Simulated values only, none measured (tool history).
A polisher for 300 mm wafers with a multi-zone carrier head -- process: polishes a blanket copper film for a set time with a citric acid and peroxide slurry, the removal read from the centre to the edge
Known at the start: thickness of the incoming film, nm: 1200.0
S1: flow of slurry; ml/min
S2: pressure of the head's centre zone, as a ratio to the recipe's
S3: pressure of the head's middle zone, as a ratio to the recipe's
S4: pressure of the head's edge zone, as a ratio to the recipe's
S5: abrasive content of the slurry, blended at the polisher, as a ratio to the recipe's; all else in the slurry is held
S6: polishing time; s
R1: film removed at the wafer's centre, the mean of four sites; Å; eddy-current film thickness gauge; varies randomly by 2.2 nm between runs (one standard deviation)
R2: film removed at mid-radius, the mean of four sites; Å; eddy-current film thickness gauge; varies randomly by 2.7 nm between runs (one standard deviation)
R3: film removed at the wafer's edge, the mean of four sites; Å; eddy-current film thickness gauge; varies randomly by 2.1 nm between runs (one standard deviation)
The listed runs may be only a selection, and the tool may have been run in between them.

{"run": 1, "day": 0.0, "S1": 215, "S2": 1, "S3": 1, "S4": 1, "S5": 1, "S6": 83, "R1": 3241.4, "R2": 3384.4, "R3": 3362.2}
{"run": 2, "day": 0.096, "S1": 215, "S2": 1, "S3": 1, "S4": 1.07, "S5": 1, "S6": 83, "R1": 3259.4, "R2": 3310.7, "R3": 3493.1}
{"run": 3, "day": 0.254, "S1": 215, "S2": 1, "S3": 1, "S4": 1.07, "S5": 0.9, "S6": 83, "R1": 3086.5, "R2": 3242.1, "R3": 3358}
{"run": 4, "day": 0.442, "S1": 215, "S2": 1, "S3": 0.93, "S4": 1.07, "S5": 0.9, "S6": 83, "R1": 3114.2, "R2": 3033.4, "R3": 3337.9}
{"run": 5, "day": 0.492, "S1": 215, "S2": 1, "S3": 0.93, "S4": 1, "S5": 0.9, "S6": 83, "R1": 3066.1, "R2": 3002.8, "R3": 3226.9}
{"run": 6, "day": 0.571, "S1": 215, "S2": 1, "S3": 1.01, "S4": 1, "S5": 0.9, "S6": 83, "R1": 3111, "R2": 3266.1, "R3": 3264.4}
{"run": 7, "day": 0.696, "S1": 215, "S2": 0.99, "S3": 1.01, "S4": 0.98, "S5": 0.85, "S6": 81, "R1": 3003.2, "R2": 3123.2, "R3": 3119.5}
{"run": 8, "day": 0.929, "S1": 175, "S2": 0.89, "S3": 1.09, "S4": 0.88, "S5": 0.6, "S6": 64, "R1": 1785.8, "R2": 2250.8, "R3": 2015.7}
{"run": 9, "day": 1.3, "S1": 235, "S2": 0.9, "S3": 1.08, "S4": 0.98, "S5": 0.6, "S6": 64, "R1": 1895.3, "R2": 2320.8, "R3": 2135}

Run 10, settings as shown, results not yet in. Your forecast:
{"run": 10, "day": 1.479, "S1": 235, "S2": 0.9, "S3": 1.08, "S4": 0.98, "S5": 0.6, "S6": 64, "R1": "?", "R2": "?", "R3": "?"}

Run 10 yielded R1 1880.6 Å, R2 2299 Å, R3 2177.2 Å.
